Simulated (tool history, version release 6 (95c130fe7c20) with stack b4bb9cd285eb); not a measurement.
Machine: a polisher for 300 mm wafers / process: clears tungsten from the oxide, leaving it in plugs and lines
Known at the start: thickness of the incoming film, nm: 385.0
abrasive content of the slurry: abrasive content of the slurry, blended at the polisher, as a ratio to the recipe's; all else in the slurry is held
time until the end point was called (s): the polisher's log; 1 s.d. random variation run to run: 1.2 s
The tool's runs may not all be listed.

| run | hour | flow of slurry (ml/min) | pressure of the wafer on the pad (kPa) | speed of the pad under the wafer (m/s) | abrasive content of the slurry | overpolish time after the end point (s) | time until the end point was called (s) |
|---|---|---|---|---|---|---|---|
| 1 | 0.0 | 215 | 22.1 | 0.98 | 1.0 | 21 | 89.952 |
| 2 | 1.9 | 215 | 20.7 | 0.98 | 1.0 | 21 | 95.652 |
| 3 | 10.0 | 215 | 20.7 | 1.18 | 1.0 | 21 | 80.488 |
| 4 | 16.4 | 215 | 16.5 | 1.18 | 1.0 | 21 | 99.913 |
| 5 | 18.0 | 215 | 15.9 | 1.18 | 1.0 | 21 | 100.780 |
| 6 | 23.8 | 215 | 15.9 | 1.32 | 1.0 | 21 | 92.454 |
| 7 | 32.0 | 215 | 14.5 | 1.32 | 1.0 | 21 | 99.900 |
| 8 | 37.6 | 215 | 13.8 | 1.32 | 1.0 | 21 | 104.580 |
| 9 | 45.6 | 215 | 13.1 | 1.32 | 1.0 | 21 | 108.540 |
| 10 | 52.4 | 210 | 10.3 | 1.32 | 1.0 | 21 | 136.840 |

Run 11 is up next; what results do you expect?
| 11 | 57.0 | 220 | 10.3 | 1.32 | 1.0 | 21 | ? |

{"run 11": {"time until the end point was called (s)": 135.07}}

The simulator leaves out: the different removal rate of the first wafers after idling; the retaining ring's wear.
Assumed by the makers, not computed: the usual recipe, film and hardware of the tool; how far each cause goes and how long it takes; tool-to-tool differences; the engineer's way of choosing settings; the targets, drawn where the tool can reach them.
